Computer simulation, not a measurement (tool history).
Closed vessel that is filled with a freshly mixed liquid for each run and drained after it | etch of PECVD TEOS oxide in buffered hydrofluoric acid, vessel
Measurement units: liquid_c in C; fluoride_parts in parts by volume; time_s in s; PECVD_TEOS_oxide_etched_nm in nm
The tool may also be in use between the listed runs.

run 1 hour=0 | liquid_c=23 fluoride_parts=9 time_s=105 | PECVD_TEOS_oxide_etched_nm=175.07
run 2 hour=2.9 | liquid_c=20.5 fluoride_parts=9 time_s=105 | PECVD_TEOS_oxide_etched_nm=156.79
run 3 hour=7.6 | liquid_c=20.5 fluoride_parts=9 time_s=110 | PECVD_TEOS_oxide_etched_nm=159.33
run 4 hour=12.8 | liquid_c=17.5 fluoride_parts=9 time_s=110 | PECVD_TEOS_oxide_etched_nm=135.53
run 5 hour=16.7 | liquid_c=19.5 fluoride_parts=9 time_s=110 | PECVD_TEOS_oxide_etched_nm=153.71
run 6 hour=22.6 | liquid_c=21 fluoride_parts=9 time_s=110 | PECVD_TEOS_oxide_etched_nm=165.36
run 7 hour=26.3 | liquid_c=22 fluoride_parts=9 time_s=110 | PECVD_TEOS_oxide_etched_nm=173.93
run 8 hour=30 | liquid_c=23 fluoride_parts=9 time_s=110 | PECVD_TEOS_oxide_etched_nm=187.73
run 9 hour=36.8 | liquid_c=23.5 fluoride_parts=9 time_s=110 | PECVD_TEOS_oxide_etched_nm=190.38

Expected results for the next run?
run 10 hour=38.5 | liquid_c=27 fluoride_parts=9 time_s=110 | PECVD_TEOS_oxide_etched_nm=?

{"run 10": {"PECVD_TEOS_oxide_etched_nm": 230.33}}
